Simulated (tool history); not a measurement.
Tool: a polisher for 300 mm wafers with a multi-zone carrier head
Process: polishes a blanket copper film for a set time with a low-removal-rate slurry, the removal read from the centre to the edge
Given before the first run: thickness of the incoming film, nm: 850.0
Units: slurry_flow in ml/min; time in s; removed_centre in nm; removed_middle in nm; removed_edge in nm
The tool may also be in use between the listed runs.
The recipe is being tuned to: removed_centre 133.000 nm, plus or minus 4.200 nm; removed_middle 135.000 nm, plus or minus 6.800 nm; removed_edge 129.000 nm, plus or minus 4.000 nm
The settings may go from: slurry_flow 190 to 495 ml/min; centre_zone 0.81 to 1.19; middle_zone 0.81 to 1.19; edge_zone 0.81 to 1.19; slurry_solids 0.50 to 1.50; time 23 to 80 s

Run 1, day 0.000: slurry_flow 320 ml/min, centre_zone 1.00, middle_zone 1.00, edge_zone 1.00, slurry_solids 1.00, time 51 s. Result: removed_centre 99.067 nm, removed_middle 100.180 nm, removed_edge 101.660 nm.
Run 2, day 0.317: slurry_flow 320 ml/min, centre_zone 1.00, middle_zone 1.00, edge_zone 1.00, slurry_solids 1.00, time 63 s. Result: removed_centre 122.860 nm, removed_middle 124.930 nm, removed_edge 125.370 nm.
Run 3, day 0.671: slurry_flow 320 ml/min, centre_zone 1.00, middle_zone 1.00, edge_zone 1.00, slurry_solids 1.00, time 54 s. Result: removed_centre 105.110 nm, removed_middle 103.540 nm, removed_edge 107.600 nm.
Run 4, day 0.783: slurry_flow 320 ml/min, centre_zone 1.00, middle_zone 0.97, edge_zone 1.00, slurry_solids 1.00, time 54 s. Result: removed_centre 105.700 nm, removed_middle 102.010 nm, removed_edge 106.530 nm.
Run 5, day 0.892: slurry_flow 320 ml/min, centre_zone 1.00, middle_zone 0.97, edge_zone 1.00, slurry_solids 1.00, time 49 s. Result: removed_centre 95.719 nm, removed_middle 92.410 nm, removed_edge 95.960 nm.
Run 6, day 1.238: slurry_flow 320 ml/min, centre_zone 0.93, middle_zone 0.97, edge_zone 1.00, slurry_solids 1.00, time 49 s. Result: removed_centre 89.282 nm, removed_middle 94.375 nm, removed_edge 97.524 nm.
Run 7, day 1.596: slurry_flow 325 ml/min, centre_zone 0.97, middle_zone 1.01, edge_zone 1.01, slurry_solids 1.10, time 51 s. Result: removed_centre 99.073 nm, removed_middle 101.370 nm, removed_edge 104.730 nm.
Run 8, day 1.933: slurry_flow 330 ml/min, centre_zone 0.99, middle_zone 1.05, edge_zone 1.00, slurry_solids 1.20, time 52 s. Result: removed_centre 104.550 nm, removed_middle 108.030 nm, removed_edge 106.860 nm.
Run 9, day 2.229: slurry_flow 335 ml/min, centre_zone 1.01, middle_zone 1.08, edge_zone 1.02, slurry_solids 1.25, time 53 s. Result: removed_centre 111.180 nm, removed_middle 116.850 nm, removed_edge 112.060 nm.
Run 10, day 2.542: slurry_flow 340 ml/min, centre_zone 1.03, middle_zone 1.09, edge_zone 1.05, slurry_solids 1.30, time 53 s. Result: removed_centre 112.940 nm, removed_middle 116.780 nm, removed_edge 114.880 nm.
Run 11, day 2.696: slurry_flow 345 ml/min, centre_zone 1.05, middle_zone 1.11, edge_zone 1.06, slurry_solids 1.35, time 54 s. Result: removed_centre 117.640 nm, removed_middle 123.180 nm, removed_edge 118.640 nm.
Run 12, day 2.721: slurry_flow 350 ml/min, centre_zone 1.07, middle_zone 1.12, edge_zone 1.07, slurry_solids 1.40, time 54 s. Result: removed_centre 120.860 nm, removed_middle 124.570 nm, removed_edge 120.150 nm.
Run 13, day 3.046: slurry_flow 350 ml/min, centre_zone 1.08, middle_zone 1.13, edge_zone 1.08, slurry_solids 1.40, time 54 s. Result: removed_centre 121.980 nm, removed_middle 125.600 nm, removed_edge 119.460 nm.
Run 14, day 3.150: slurry_flow 355 ml/min, centre_zone 1.09, middle_zone 1.14, edge_zone 1.09, slurry_solids 1.40, time 54 s. Result: removed_centre 126.060 nm, removed_middle 128.200 nm, removed_edge 120.510 nm.
Run 15, day 3.346: slurry_flow 360 ml/min, centre_zone 1.09, middle_zone 1.14, edge_zone 1.11, slurry_solids 1.40, time 54 s. Result: removed_centre 126.430 nm, removed_middle 125.940 nm, removed_edge 122.650 nm.
Run 16, day 3.479: slurry_flow 365 ml/min, centre_zone 1.09, middle_zone 1.15, edge_zone 1.12, slurry_solids 1.40, time 54 s. Result: removed_centre 124.370 nm, removed_middle 126.410 nm, removed_edge 122.270 nm.
Run 17, day 3.583: slurry_flow 365 ml/min, centre_zone 1.10, middle_zone 1.16, edge_zone 1.12, slurry_solids 1.40, time 54 s. Result: removed_centre 124.750 nm, removed_middle 127.100 nm, removed_edge 122.020 nm.

Below are 5 possible settings for the next run. Only one of them brings all results inside the allowed miss of their targets. Which is it?
Run A, day 3.688: slurry_flow 425 ml/min, centre_zone 1.02, middle_zone 0.95, edge_zone 1.19, slurry_solids 1.40, time 56 s. Result: removed_centre ?, removed_middle ?, removed_edge ?.
Run B, day 3.688: slurry_flow 280 ml/min, centre_zone 1.16, middle_zone 0.97, edge_zone 1.19, slurry_solids 1.45, time 56 s. Result: removed_centre ?, removed_middle ?, removed_edge ?.
Run C, day 3.688: slurry_flow 365 ml/min, centre_zone 1.12, middle_zone 1.16, edge_zone 1.16, slurry_solids 1.35, time 56 s. Result: removed_centre ?, removed_middle ?, removed_edge ?.
Run D, day 3.688: slurry_flow 375 ml/min, centre_zone 0.98, middle_zone 1.19, edge_zone 1.17, slurry_solids 1.45, time 53 s. Result: removed_centre ?, removed_middle ?, removed_edge ?.
Run E, day 3.688: slurry_flow 495 ml/min, centre_zone 0.99, middle_zone 1.08, edge_zone 1.19, slurry_solids 1.40, time 58 s. Result: removed_centre ?, removed_middle ?, removed_edge ?.

move  removed_centre  removed_middle  removed_edge
   A         120.480         115.440       132.270
   B         132.850         114.110       129.620
   C         129.920         134.150       128.010
   D         109.420         132.180       123.730
   E         122.510         134.600       137.800
A: its largest miss is bigger than the last run's
B: corrects the largest miss of the last run, while another result sits out of spec
C: hits every target within its allowed miss
D: its largest miss is bigger than the last run's
E: its largest miss is bigger than the last run's
Move C is the one to make.
